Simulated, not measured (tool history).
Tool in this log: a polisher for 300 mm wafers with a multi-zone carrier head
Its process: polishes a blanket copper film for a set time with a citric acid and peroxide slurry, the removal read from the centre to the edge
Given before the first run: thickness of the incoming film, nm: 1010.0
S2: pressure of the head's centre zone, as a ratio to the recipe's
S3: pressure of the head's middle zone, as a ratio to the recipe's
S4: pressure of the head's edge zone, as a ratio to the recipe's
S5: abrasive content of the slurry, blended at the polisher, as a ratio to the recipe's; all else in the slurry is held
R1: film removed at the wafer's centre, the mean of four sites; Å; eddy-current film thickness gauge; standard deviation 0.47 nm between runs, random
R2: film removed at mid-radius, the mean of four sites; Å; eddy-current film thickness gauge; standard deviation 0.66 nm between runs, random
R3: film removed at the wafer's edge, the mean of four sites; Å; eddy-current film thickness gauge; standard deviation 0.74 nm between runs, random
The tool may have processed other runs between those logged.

run 1 day=0 | flow_of_slurry_(ml/min)=210 S2=1 S3=1 S4=1 S5=1 polishing_time_(s)=76 | R1=1207.5 R2=1189.1 R3=1161.2
run 2 day=0.296 | flow_of_slurry_(ml/min)=210 S2=0.95 S3=1 S4=1 S5=1 polishing_time_(s)=76 | R1=1126.9 R2=1159.7 R3=1157.4
run 3 day=0.371 | flow_of_slurry_(ml/min)=190 S2=0.93 S3=0.98 S4=0.95 S5=0.9 polishing_time_(s)=66 | R1=908.3 R2=977.56 R3=920.65
run 4 day=0.621 | flow_of_slurry_(ml/min)=190 S2=0.98 S3=0.98 S4=0.95 S5=0.9 polishing_time_(s)=66 | R1=953.18 R2=983.66 R3=953.1
run 5 day=0.946 | flow_of_slurry_(ml/min)=145 S2=0.98 S3=0.98 S4=0.95 S5=0.9 polishing_time_(s)=66 | R1=936.08 R2=929.96 R3=925.43
run 6 day=1.275 | flow_of_slurry_(ml/min)=125 S2=0.98 S3=0.98 S4=0.95 S5=0.9 polishing_time_(s)=66 | R1=927.77 R2=943.2 R3=925.65
run 7 day=1.425 | flow_of_slurry_(ml/min)=125 S2=0.97 S3=0.95 S4=0.93 S5=0.8 polishing_time_(s)=58 | R1=792.67 R2=791.98 R3=775.31
run 8 day=1.629 | flow_of_slurry_(ml/min)=125 S2=0.94 S3=0.92 S4=0.93 S5=0.75 polishing_time_(s)=53 | R1=683.07 R2=685.39 R3=701.54
run 9 day=1.725 | flow_of_slurry_(ml/min)=130 S2=0.92 S3=0.9 S4=0.91 S5=0.7 polishing_time_(s)=50 | R1=623.12 R2=635.01 R3=641.79
run 10 day=1.833 | flow_of_slurry_(ml/min)=130 S2=0.91 S3=0.88 S4=0.89 S5=0.65 polishing_time_(s)=48 | R1=588.33 R2=595.09 R3=612.33
run 11 day=2.108 | flow_of_slurry_(ml/min)=140 S2=0.89 S3=0.89 S4=0.84 S5=0.5 polishing_time_(s)=34 | R1=389.39 R2=396.52 R3=388.68
run 12 day=2.204 | flow_of_slurry_(ml/min)=140 S2=0.9 S3=0.91 S4=0.88 S5=0.55 polishing_time_(s)=34 | R1=400.96 R2=413.23 R3=420.82
run 13 day=2.283 | flow_of_slurry_(ml/min)=140 S2=0.91 S3=0.92 S4=0.89 S5=0.6 polishing_time_(s)=34 | R1=413.94 R2=420.53 R3=414.1
run 14 day=2.5 | flow_of_slurry_(ml/min)=140 S2=0.9 S3=0.92 S4=0.9 S5=0.65 polishing_time_(s)=34 | R1=410.45 R2=433.48 R3=427.96
run 15 day=2.525 | flow_of_slurry_(ml/min)=140 S2=0.91 S3=0.92 S4=0.91 S5=0.7 polishing_time_(s)=34 | R1=424.17 R2=448.85 R3=437.1
run 16 day=2.567 | flow_of_slurry_(ml/min)=140 S2=0.92 S3=0.91 S4=0.92 S5=0.75 polishing_time_(s)=34 | R1=433.43 R2=434.53 R3=452.14

Run 17, settings as shown, results not yet in. Your forecast:
run 17 day=2.867 | flow_of_slurry_(ml/min)=140 S2=0.93 S3=0.93 S4=0.93 S5=0.8 polishing_time_(s)=35 | R1=? R2=? R3=?

R1: 455.94 Å
R2: 467.45 Å
R3: 476.13 Å

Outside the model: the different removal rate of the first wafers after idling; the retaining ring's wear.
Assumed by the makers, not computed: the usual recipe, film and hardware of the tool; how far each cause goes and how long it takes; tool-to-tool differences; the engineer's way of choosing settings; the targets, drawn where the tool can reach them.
